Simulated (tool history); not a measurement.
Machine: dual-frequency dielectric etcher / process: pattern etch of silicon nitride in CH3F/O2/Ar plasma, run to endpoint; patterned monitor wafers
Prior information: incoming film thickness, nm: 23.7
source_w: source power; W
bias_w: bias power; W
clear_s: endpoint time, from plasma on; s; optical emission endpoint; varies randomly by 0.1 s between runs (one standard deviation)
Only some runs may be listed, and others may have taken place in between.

run,hour,source_w,bias_w,clear_s
1,0.0,460,100,29.707
2,5.8,460,110,28.468
3,11.4,490,111,28.021
4,14.5,520,113,27.378
5,20.6,600,113,26.050
6,27.5,600,102,27.103

The next listed run, before its measurement:
7,30.9,610,105,?

{"run 7": {"clear_s": 26.462}}
